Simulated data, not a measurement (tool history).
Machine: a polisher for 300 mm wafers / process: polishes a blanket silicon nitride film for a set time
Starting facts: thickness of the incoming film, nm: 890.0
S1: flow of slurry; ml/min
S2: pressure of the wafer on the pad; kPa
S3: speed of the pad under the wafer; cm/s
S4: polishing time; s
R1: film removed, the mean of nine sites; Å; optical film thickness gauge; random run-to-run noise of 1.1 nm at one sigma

run  hour   S1    S2   S3  S4      R1
  1     0  185  19.3  100  44  574.18
  2   8.5  140  19.3  100  44  544.21
  3  12.7  145  20.7  100  44  586.89
  4  13.3  150  22.1  100  44  619.99
  5  18.3  150  22.1  124  44  747.42
  6  25.9  150  22.1  124  39  638.93
  7  32.5  155  22.8  124  39  653.98
  8  38.5  155  24.1  124  39  702.74
  9  41.9  155  24.8  124  39  728.81
 10  46.5  155  24.8  124  39  710.67
 11  50.5  155  24.8  124  39  715.55
 12    52  155  25.5  124  39  726.75
 13  52.9  155  26.2  124  39  757.06
 14  54.4  155  26.9  124  39  770.43

Expected results for the next run?
 15  61.9  155  27.6  124  39   ?

Run 15 came out at R1 787.82 Å.
